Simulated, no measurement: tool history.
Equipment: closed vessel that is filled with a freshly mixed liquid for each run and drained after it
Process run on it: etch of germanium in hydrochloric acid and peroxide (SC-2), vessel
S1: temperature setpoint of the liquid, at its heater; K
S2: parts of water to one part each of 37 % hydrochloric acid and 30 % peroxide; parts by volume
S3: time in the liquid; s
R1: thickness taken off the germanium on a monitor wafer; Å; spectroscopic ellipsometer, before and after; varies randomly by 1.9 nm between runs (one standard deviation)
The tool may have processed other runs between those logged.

Run 1, hour 0.0: S1 318.15 K, S2 7.0 parts by volume, S3 90 s. Result: R1 1905.5 Å.
Run 2, hour 4.6: S1 319.15 K, S2 7.0 parts by volume, S3 90 s. Result: R1 1963.1 Å.
Run 3, hour 9.0: S1 320.15 K, S2 7.0 parts by volume, S3 90 s. Result: R1 2064.4 Å.
Run 4, hour 14.7: S1 320.15 K, S2 7.0 parts by volume, S3 90 s. Result: R1 2054.8 Å.
Run 5, hour 22.4: S1 320.15 K, S2 5.0 parts by volume, S3 90 s. Result: R1 2078.4 Å.
Run 6, hour 30.7: S1 320.15 K, S2 5.0 parts by volume, S3 90 s. Result: R1 2102.7 Å.
Run 7, hour 36.3: S1 320.65 K, S2 5.0 parts by volume, S3 90 s. Result: R1 2096.2 Å.

For run 8, what comes out?
Run 8, hour 39.4: S1 321.15 K, S2 5.0 parts by volume, S3 90 s. Result: R1 ?.

R1: 2128.5 Å
